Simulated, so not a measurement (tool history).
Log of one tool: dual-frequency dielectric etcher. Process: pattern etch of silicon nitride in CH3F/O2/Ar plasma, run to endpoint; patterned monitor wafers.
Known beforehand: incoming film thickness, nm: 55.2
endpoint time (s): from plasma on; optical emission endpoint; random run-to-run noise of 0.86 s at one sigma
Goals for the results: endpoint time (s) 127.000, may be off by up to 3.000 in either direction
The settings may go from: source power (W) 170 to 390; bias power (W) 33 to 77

run 1 hour=0.0 | source_power_(W)=280 bias_power_(W)=55 | endpoint_time_(s)=107.380
run 2 hour=7.0 | source_power_(W)=320 bias_power_(W)=55 | endpoint_time_(s)=100.930
run 3 hour=9.9 | source_power_(W)=370 bias_power_(W)=55 | endpoint_time_(s)=94.089
run 4 hour=10.9 | source_power_(W)=320 bias_power_(W)=52 | endpoint_time_(s)=102.960
run 5 hour=11.5 | source_power_(W)=280 bias_power_(W)=50 | endpoint_time_(s)=108.560
run 6 hour=12.8 | source_power_(W)=250 bias_power_(W)=48 | endpoint_time_(s)=116.350
run 7 hour=15.5 | source_power_(W)=240 bias_power_(W)=47 | endpoint_time_(s)=120.260
run 8 hour=17.6 | source_power_(W)=230 bias_power_(W)=47 | endpoint_time_(s)=121.060

Which of these 4 next moves meets every target?
run A hour=19.7 | source_power_(W)=250 bias_power_(W)=48 | endpoint_time_(s)=?
run B hour=19.7 | source_power_(W)=190 bias_power_(W)=56 | endpoint_time_(s)=?
run C hour=19.7 | source_power_(W)=260 bias_power_(W)=39 | endpoint_time_(s)=?
run D hour=19.7 | source_power_(W)=240 bias_power_(W)=49 | endpoint_time_(s)=?

move=A endpoint_time_(s)=117.420
move=B endpoint_time_(s)=126.600
move=C endpoint_time_(s)=122.460
move=D endpoint_time_(s)=118.830
A: lands further from the targets than the last run did
B: each result inside its tolerance
C: gains on the last run, yet a result remains outside its allowed miss
D: lands further from the targets than the last run did
Go with B: it meets all targets.

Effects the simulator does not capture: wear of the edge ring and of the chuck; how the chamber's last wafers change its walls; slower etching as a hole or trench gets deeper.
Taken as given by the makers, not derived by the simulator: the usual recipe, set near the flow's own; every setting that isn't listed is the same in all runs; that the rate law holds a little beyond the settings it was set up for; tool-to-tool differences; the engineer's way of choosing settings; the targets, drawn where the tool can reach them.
